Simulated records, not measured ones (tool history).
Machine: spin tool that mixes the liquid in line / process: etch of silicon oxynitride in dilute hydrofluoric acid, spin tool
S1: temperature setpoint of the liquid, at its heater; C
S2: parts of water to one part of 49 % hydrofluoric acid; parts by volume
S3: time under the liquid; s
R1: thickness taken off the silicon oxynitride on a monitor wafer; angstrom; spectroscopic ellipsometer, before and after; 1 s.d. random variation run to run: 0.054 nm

run 1 hour=0 | S1=23 S2=75 S3=90 | R1=31.279
run 2 hour=2.4 | S1=23 S2=105 S3=90 | R1=21.609
run 3 hour=6.9 | S1=24.5 S2=90 S3=90 | R1=27.933
run 4 hour=9.8 | S1=24.5 S2=80 S3=90 | R1=31.243
run 5 hour=14 | S1=24.5 S2=80 S3=65 | R1=22.502
run 6 hour=15.4 | S1=24.5 S2=100 S3=65 | R1=17.946

Estimate the outcome of run 7 from the log above:
run 7 hour=23.7 | S1=25.5 S2=85 S3=70 | R1=?

{"run 7": {"R1": 23.914}}

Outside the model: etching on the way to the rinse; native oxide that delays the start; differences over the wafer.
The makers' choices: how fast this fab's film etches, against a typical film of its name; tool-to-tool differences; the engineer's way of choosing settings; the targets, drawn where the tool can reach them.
